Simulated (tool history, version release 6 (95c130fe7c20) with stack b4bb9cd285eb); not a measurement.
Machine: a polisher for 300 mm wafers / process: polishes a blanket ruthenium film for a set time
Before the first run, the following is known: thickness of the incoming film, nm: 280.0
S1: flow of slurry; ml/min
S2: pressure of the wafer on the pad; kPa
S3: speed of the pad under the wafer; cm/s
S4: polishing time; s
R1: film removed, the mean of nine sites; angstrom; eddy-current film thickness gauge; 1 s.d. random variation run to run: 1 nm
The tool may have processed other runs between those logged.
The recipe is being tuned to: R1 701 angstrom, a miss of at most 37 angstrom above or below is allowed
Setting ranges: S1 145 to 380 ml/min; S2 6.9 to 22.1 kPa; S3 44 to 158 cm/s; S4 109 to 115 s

| run | hour | S1 | S2 | S3 | S4 | R1 |
|---|---|---|---|---|---|---|
| 1 | 0 | 245 | 14.5 | 100 | 109 | 1091.1 |
| 2 | 4 | 245 | 13.1 | 98 | 109 | 985.46 |
| 3 | 5.3 | 245 | 11.7 | 96 | 109 | 849.4 |
| 4 | 6.8 | 245 | 13.8 | 96 | 109 | 1005.3 |
| 5 | 13.5 | 245 | 13.8 | 120 | 109 | 1223.3 |
| 6 | 21.7 | 245 | 12.4 | 118 | 109 | 1104.5 |
| 7 | 29.2 | 245 | 11 | 116 | 109 | 952.06 |
| 8 | 37.7 | 245 | 10.3 | 116 | 109 | 903.5 |
| 9 | 40.2 | 245 | 9.7 | 116 | 109 | 852.09 |
| 10 | 41.8 | 245 | 9 | 116 | 109 | 793.91 |

Exercise: of the 5 proposed moves below, exactly one satisfies all targets within the stated allowed misses. Which move is it?
| A | 43.4 | 205 | 9 | 92 | 109 | ? |
| B | 43.4 | 260 | 6.9 | 110 | 110 | ? |
| C | 43.4 | 250 | 9.7 | 122 | 113 | ? |
| D | 43.4 | 225 | 9.7 | 96 | 109 | ? |
| E | 43.4 | 270 | 9.7 | 104 | 114 | ? |

| move | R1 |
|---|---|
| A | 645.31 |
| B | 616.69 |
| C | 960.85 |
| D | 727.69 |
| E | 835.04 |
A: pushes the last run's worst result past its target
B: pushes the last run's worst result past its target
C: its largest miss is bigger than the last run's
D: all results in spec
E: its largest miss is bigger than the last run's
D meets every target.
